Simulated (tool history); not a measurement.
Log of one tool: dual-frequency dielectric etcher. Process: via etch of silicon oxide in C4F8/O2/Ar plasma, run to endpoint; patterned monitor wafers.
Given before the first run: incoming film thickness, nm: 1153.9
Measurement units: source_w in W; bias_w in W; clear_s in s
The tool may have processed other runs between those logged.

run 1 day=0.000 | source_w=1930 bias_w=1522 | clear_s=272.79
run 2 day=0.350 | source_w=1680 bias_w=1522 | clear_s=301.27
run 3 day=0.475 | source_w=1510 bias_w=1501 | clear_s=327.38
run 4 day=0.775 | source_w=1510 bias_w=1284 | clear_s=346.70
run 5 day=0.888 | source_w=1850 bias_w=1284 | clear_s=295.68
run 6 day=1.017 | source_w=1730 bias_w=1284 | clear_s=309.06
run 7 day=1.371 | source_w=1600 bias_w=1274 | clear_s=329.13
run 8 day=1.588 | source_w=1600 bias_w=1274 | clear_s=328.74
run 9 day=1.658 | source_w=1520 bias_w=1268 | clear_s=343.05
run 10 day=1.696 | source_w=1470 bias_w=1265 | clear_s=349.89

What does the tool deliver on the next run?
run 11 day=2.021 | source_w=1280 bias_w=1237 | clear_s=?

Run 11 gave clear_s 397.50 s.
